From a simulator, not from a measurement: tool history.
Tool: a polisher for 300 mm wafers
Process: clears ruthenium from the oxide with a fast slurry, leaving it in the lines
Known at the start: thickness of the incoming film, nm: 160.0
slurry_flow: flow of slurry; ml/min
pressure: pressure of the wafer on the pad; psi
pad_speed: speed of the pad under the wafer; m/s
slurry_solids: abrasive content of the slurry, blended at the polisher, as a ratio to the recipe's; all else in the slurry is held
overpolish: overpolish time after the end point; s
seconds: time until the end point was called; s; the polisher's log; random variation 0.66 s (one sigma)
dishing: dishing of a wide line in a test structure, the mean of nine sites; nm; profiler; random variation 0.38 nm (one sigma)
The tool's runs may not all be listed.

run 1 hour=0.0 | slurry_flow=260 pressure=2.3 pad_speed=1.1 slurry_solids=1.0 overpolish=25 | seconds=54.920 dishing=38.225
run 2 hour=1.7 | slurry_flow=260 pressure=2.2 pad_speed=1.1 slurry_solids=1.0 overpolish=21 | seconds=56.054 dishing=33.568
run 3 hour=7.0 | slurry_flow=260 pressure=2.1 pad_speed=1.1 slurry_solids=1.0 overpolish=18 | seconds=58.363 dishing=30.248
run 4 hour=14.0 | slurry_flow=260 pressure=2.1 pad_speed=1.1 slurry_solids=1.0 overpolish=16 | seconds=57.480 dishing=28.017
run 5 hour=19.2 | slurry_flow=260 pressure=2.1 pad_speed=1.1 slurry_solids=1.0 overpolish=15 | seconds=58.168 dishing=26.468
run 6 hour=25.3 | slurry_flow=230 pressure=2.1 pad_speed=1.1 slurry_solids=1.0 overpolish=15 | seconds=58.085 dishing=25.559
run 7 hour=28.2 | slurry_flow=225 pressure=2.1 pad_speed=1.1 slurry_solids=1.0 overpolish=15 | seconds=59.356 dishing=26.343
run 8 hour=30.4 | slurry_flow=220 pressure=2.1 pad_speed=1.1 slurry_solids=1.0 overpolish=14 | seconds=58.666 dishing=25.416
run 9 hour=31.6 | slurry_flow=215 pressure=2.1 pad_speed=1.1 slurry_solids=1.0 overpolish=14 | seconds=59.450 dishing=25.516

Forecast run 10:
-- hour=35.2 slurry blender recalibrated
run 10 hour=35.2 | slurry_flow=210 pressure=2.1 pad_speed=1.1 slurry_solids=1.0 overpolish=14 | seconds=? dishing=?

Run 10 gave seconds 53.842 s, dishing 27.629 nm.
